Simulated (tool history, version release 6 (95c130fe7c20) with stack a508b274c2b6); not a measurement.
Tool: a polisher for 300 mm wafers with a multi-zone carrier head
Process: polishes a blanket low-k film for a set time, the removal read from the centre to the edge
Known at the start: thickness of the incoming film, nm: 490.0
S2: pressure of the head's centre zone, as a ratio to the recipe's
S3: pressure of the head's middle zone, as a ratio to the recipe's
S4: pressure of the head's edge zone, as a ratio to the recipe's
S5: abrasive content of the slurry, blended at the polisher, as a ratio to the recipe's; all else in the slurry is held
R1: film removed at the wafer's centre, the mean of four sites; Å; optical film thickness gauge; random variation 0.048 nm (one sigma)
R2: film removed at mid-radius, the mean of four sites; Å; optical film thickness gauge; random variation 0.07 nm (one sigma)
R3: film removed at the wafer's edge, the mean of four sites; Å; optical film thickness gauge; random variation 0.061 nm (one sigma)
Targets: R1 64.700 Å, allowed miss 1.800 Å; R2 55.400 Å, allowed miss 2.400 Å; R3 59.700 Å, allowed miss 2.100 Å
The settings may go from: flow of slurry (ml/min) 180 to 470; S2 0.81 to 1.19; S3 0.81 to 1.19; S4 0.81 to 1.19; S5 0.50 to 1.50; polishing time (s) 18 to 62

Run 1, hour 0.0: flow of slurry (ml/min) 300, S2 1.00, S3 1.00, S4 1.00, S5 1.00, polishing time (s) 40. Result: R1 110.420 Å, R2 114.520 Å, R3 116.240 Å.
Run 2, hour 3.1: flow of slurry (ml/min) 340, S2 1.00, S3 1.00, S4 1.00, S5 1.00, polishing time (s) 40. Result: R1 111.480 Å, R2 113.330 Å, R3 116.050 Å.
Run 3, hour 10.7: flow of slurry (ml/min) 300, S2 1.00, S3 1.00, S4 1.00, S5 1.00, polishing time (s) 40. Result: R1 111.610 Å, R2 111.160 Å, R3 113.530 Å.
Run 4, hour 14.4: flow of slurry (ml/min) 280, S2 1.00, S3 0.97, S4 0.97, S5 0.90, polishing time (s) 37. Result: R1 97.061 Å, R2 96.325 Å, R3 98.483 Å.
Run 5, hour 18.5: flow of slurry (ml/min) 280, S2 1.00, S3 1.05, S4 0.97, S5 0.90, polishing time (s) 37. Result: R1 95.615 Å, R2 101.330 Å, R3 97.709 Å.
Run 6, hour 22.7: flow of slurry (ml/min) 280, S2 1.00, S3 1.05, S4 0.97, S5 0.90, polishing time (s) 30. Result: R1 77.500 Å, R2 83.183 Å, R3 80.955 Å.
Run 7, hour 27.9: flow of slurry (ml/min) 275, S2 1.01, S3 1.00, S4 0.95, S5 0.80, polishing time (s) 29. Result: R1 71.003 Å, R2 70.949 Å, R3 73.875 Å.
Run 8, hour 36.9: flow of slurry (ml/min) 270, S2 1.03, S3 0.99, S4 0.92, S5 0.75, polishing time (s) 29. Result: R1 68.999 Å, R2 67.037 Å, R3 68.360 Å.
Run 9, hour 44.6: flow of slurry (ml/min) 270, S2 1.03, S3 0.97, S4 0.90, S5 0.75, polishing time (s) 29. Result: R1 69.538 Å, R2 66.220 Å, R3 68.460 Å.
Run 10, hour 52.9: flow of slurry (ml/min) 270, S2 1.04, S3 0.95, S4 0.88, S5 0.70, polishing time (s) 29. Result: R1 67.021 Å, R2 63.068 Å, R3 64.040 Å.
Run 11, hour 53.7: flow of slurry (ml/min) 265, S2 1.04, S3 0.93, S4 0.87, S5 0.70, polishing time (s) 29. Result: R1 66.484 Å, R2 59.776 Å, R3 64.098 Å.
Run 12, hour 61.6: flow of slurry (ml/min) 255, S2 1.07, S3 0.92, S4 0.81, S5 0.60, polishing time (s) 29. Result: R1 61.281 Å, R2 54.441 Å, R3 55.920 Å.
Run 13, hour 65.7: flow of slurry (ml/min) 265, S2 1.07, S3 0.92, S4 0.82, S5 0.60, polishing time (s) 29. Result: R1 61.500 Å, R2 53.792 Å, R3 56.591 Å.
Run 14, hour 67.9: flow of slurry (ml/min) 270, S2 1.07, S3 0.92, S4 0.83, S5 0.60, polishing time (s) 29. Result: R1 61.414 Å, R2 55.094 Å, R3 55.632 Å.
Run 15, hour 76.6: flow of slurry (ml/min) 265, S2 1.07, S3 0.92, S4 0.85, S5 0.60, polishing time (s) 29. Result: R1 61.016 Å, R2 54.325 Å, R3 56.264 Å.

Which of these 4 next moves meets every target?
Run A, hour 85.3: flow of slurry (ml/min) 380, S2 1.10, S3 1.09, S4 0.88, S5 0.50, polishing time (s) 29. Result: R1 ?, R2 ?, R3 ?.
Run B, hour 85.3: flow of slurry (ml/min) 215, S2 1.12, S3 0.93, S4 0.96, S5 0.75, polishing time (s) 25. Result: R1 ?, R2 ?, R3 ?.
Run C, hour 85.3: flow of slurry (ml/min) 340, S2 1.01, S3 1.04, S4 0.88, S5 0.55, polishing time (s) 30. Result: R1 ?, R2 ?, R3 ?.
Run D, hour 85.3: flow of slurry (ml/min) 250, S2 0.97, S3 0.97, S4 0.87, S5 0.80, polishing time (s) 25. Result: R1 ?, R2 ?, R3 ?.

move      R1      R2      R3
   A  55.242  53.594  51.178
   B  63.687  54.069  60.621
   C  56.551  57.762  57.274
   D  58.092  58.794  61.537
A: further off than the last run
B: meets every target
C: further off than the last run
D: further off than the last run
Answer: B

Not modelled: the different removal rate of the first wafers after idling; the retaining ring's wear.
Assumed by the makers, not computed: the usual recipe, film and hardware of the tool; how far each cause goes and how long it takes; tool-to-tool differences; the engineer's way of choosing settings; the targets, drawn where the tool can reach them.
